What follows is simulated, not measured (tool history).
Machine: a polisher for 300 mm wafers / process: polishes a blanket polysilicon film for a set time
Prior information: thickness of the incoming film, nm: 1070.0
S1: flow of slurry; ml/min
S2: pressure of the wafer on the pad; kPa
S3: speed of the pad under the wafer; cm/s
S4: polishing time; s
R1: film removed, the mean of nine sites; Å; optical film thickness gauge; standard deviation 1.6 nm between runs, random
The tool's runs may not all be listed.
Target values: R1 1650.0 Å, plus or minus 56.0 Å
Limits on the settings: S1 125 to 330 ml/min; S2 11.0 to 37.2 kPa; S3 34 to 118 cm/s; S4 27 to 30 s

Run 1, day 0.000: S1 210 ml/min, S2 24.1 kPa, S3 76 cm/s, S4 30 s. Result: R1 2428.8 Å.
Run 2, day 0.138: S1 165 ml/min, S2 24.1 kPa, S3 76 cm/s, S4 30 s. Result: R1 2297.5 Å.
Run 3, day 0.208: S1 125 ml/min, S2 24.1 kPa, S3 76 cm/s, S4 30 s. Result: R1 2166.0 Å.
Run 4, day 0.279: S1 125 ml/min, S2 23.4 kPa, S3 76 cm/s, S4 30 s. Result: R1 2155.8 Å.
Run 5, day 0.575: S1 175 ml/min, S2 23.4 kPa, S3 76 cm/s, S4 30 s. Result: R1 2317.9 Å.
Run 6, day 0.862: S1 170 ml/min, S2 22.1 kPa, S3 76 cm/s, S4 30 s. Result: R1 2188.1 Å.
Run 7, day 1.133: S1 165 ml/min, S2 20.7 kPa, S3 76 cm/s, S4 30 s. Result: R1 2025.5 Å.
Run 8, day 1.462: S1 160 ml/min, S2 20.0 kPa, S3 76 cm/s, S4 30 s. Result: R1 2012.2 Å.
Run 9, day 1.704: S1 155 ml/min, S2 19.3 kPa, S3 76 cm/s, S4 30 s. Result: R1 1901.7 Å.

Of the 5 settings listed for the next run, only one would bring every result within its allowed miss of target. Which one?
Run A, day 1.946: S1 155 ml/min, S2 22.1 kPa, S3 76 cm/s, S4 28 s. Result: R1 ?.
Run B, day 1.946: S1 145 ml/min, S2 19.3 kPa, S3 76 cm/s, S4 29 s. Result: R1 ?.
Run C, day 1.946: S1 125 ml/min, S2 30.3 kPa, S3 50 cm/s, S4 30 s. Result: R1 ?.
Run D, day 1.946: S1 195 ml/min, S2 26.9 kPa, S3 68 cm/s, S4 30 s. Result: R1 ?.
Run E, day 1.946: S1 190 ml/min, S2 14.5 kPa, S3 78 cm/s, S4 30 s. Result: R1 ?.

move      R1
   A  1968.0
   B  1803.8
   C  1758.6
   D  2323.9
   E  1605.5
A: misses by more than the last run did
B: nearer the targets than the last run, but a result is still out of spec
C: nearer the targets than the last run, but a result is still out of spec
D: misses by more than the last run did
E: all results land within tolerance of their targets
E is the move that brings every result within its allowed miss.

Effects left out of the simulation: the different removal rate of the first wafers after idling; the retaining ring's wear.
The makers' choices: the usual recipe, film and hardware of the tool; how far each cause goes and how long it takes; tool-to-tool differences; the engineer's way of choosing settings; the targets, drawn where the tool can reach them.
